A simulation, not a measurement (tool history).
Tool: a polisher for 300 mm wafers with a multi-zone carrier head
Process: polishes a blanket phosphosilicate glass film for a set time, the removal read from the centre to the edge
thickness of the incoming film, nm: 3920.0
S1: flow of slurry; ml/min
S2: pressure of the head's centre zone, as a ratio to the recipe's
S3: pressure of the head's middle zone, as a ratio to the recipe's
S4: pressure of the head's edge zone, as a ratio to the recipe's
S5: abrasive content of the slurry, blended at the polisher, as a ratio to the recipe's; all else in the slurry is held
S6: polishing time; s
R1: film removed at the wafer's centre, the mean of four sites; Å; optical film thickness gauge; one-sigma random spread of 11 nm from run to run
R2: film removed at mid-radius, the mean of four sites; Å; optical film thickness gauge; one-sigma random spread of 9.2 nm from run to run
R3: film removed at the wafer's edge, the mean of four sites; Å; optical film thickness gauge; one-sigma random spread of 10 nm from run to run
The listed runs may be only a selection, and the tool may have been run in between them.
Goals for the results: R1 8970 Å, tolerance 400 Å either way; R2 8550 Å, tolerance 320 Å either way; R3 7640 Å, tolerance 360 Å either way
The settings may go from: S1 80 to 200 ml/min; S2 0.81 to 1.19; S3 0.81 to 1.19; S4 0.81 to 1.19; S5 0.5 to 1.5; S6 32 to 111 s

{"run": 1, "hour": 0.0, "S1": 130, "S2": 1, "S3": 1, "S4": 1, "S5": 1, "S6": 71, "R1": 5426.4, "R2": 5531.8, "R3": 5318.7}
{"run": 2, "hour": 2.4, "S1": 140, "S2": 1.04, "S3": 1.03, "S4": 1.02, "S5": 1.15, "S6": 72, "R1": 6137.1, "R2": 6054.4, "R3": 5775.6}
{"run": 3, "hour": 10.8, "S1": 140, "S2": 1.04, "S3": 0.96, "S4": 1.02, "S5": 1.15, "S6": 72, "R1": 6144.1, "R2": 5726.4, "R3": 5720}
{"run": 4, "hour": 13.8, "S1": 150, "S2": 1.06, "S3": 1.01, "S4": 1.02, "S5": 1.25, "S6": 74, "R1": 6846.1, "R2": 6453.5, "R3": 6148.7}
{"run": 5, "hour": 21.5, "S1": 155, "S2": 1.08, "S3": 1.04, "S4": 1.04, "S5": 1.3, "S6": 76, "R1": 7175.5, "R2": 6861.7, "R3": 6616.8}
{"run": 6, "hour": 26.1, "S1": 160, "S2": 1.1, "S3": 1.06, "S4": 1.03, "S5": 1.35, "S6": 77, "R1": 7564.5, "R2": 7275.6, "R3": 6686.5}
{"run": 7, "hour": 27.4, "S1": 165, "S2": 1.12, "S3": 1.07, "S4": 1.04, "S5": 1.4, "S6": 78, "R1": 8056.8, "R2": 7466.3, "R3": 6960.3}
{"run": 8, "hour": 34.9, "S1": 170, "S2": 1.12, "S3": 1.09, "S4": 1.04, "S5": 1.45, "S6": 79, "R1": 8042.4, "R2": 7936.4, "R3": 7068.8}
{"run": 9, "hour": 38.3, "S1": 170, "S2": 1.12, "S3": 1.09, "S4": 1.04, "S5": 1.45, "S6": 79, "R1": 8195.8, "R2": 7926.7, "R3": 7029}
{"run": 10, "hour": 45.0, "S1": 170, "S2": 1.13, "S3": 1.09, "S4": 1.05, "S5": 1.45, "S6": 80, "R1": 8425.4, "R2": 8090.6, "R3": 7365}
{"run": 11, "hour": 48.1, "S1": 175, "S2": 1.14, "S3": 1.1, "S4": 1.05, "S5": 1.45, "S6": 80, "R1": 8380, "R2": 7998.2, "R3": 7208.6}
{"run": 12, "hour": 56.9, "S1": 175, "S2": 1.14, "S3": 1.1, "S4": 1.05, "S5": 1.45, "S6": 81, "R1": 8476.8, "R2": 7969.1, "R3": 7335.4}
{"run": 13, "hour": 58.9, "S1": 175, "S2": 1.14, "S3": 1.1, "S4": 1.05, "S5": 1.45, "S6": 82, "R1": 8882.3, "R2": 8071.9, "R3": 7460.4}

Consider the 4 candidate settings below. Which is the only one whose results all fall within their allowed miss of target?
{"run": "A", "hour": 60.9, "S1": 180, "S2": 1.1, "S3": 1.19, "S4": 0.98, "S5": 1.5, "S6": 80, "R1": "?", "R2": "?", "R3": "?"}
{"run": "B", "hour": 60.9, "S1": 175, "S2": 1.18, "S3": 1.03, "S4": 1.13, "S5": 1.2, "S6": 83, "R1": "?", "R2": "?", "R3": "?"}
{"run": "C", "hour": 60.9, "S1": 180, "S2": 1.15, "S3": 1.11, "S4": 1.05, "S5": 1.4, "S6": 86, "R1": "?", "R2": "?", "R3": "?"}
{"run": "D", "hour": 60.9, "S1": 200, "S2": 1.18, "S3": 1.05, "S4": 1.08, "S5": 1.45, "S6": 80, "R1": "?", "R2": "?", "R3": "?"}

move=A R1=8439.6 R2=8719 R3=7081.8
move=B R1=8704.2 R2=7411.1 R3=7261.1
move=C R1=9281.5 R2=8637.2 R3=7674.5
move=D R1=9105 R2=7860.7 R3=7390.3
A: the worst result of the last run now meets its target, but another is out of spec
B: lands further from the targets than the last run did
C: meets every target
D: lands further from the targets than the last run did
Move C is the one to make.
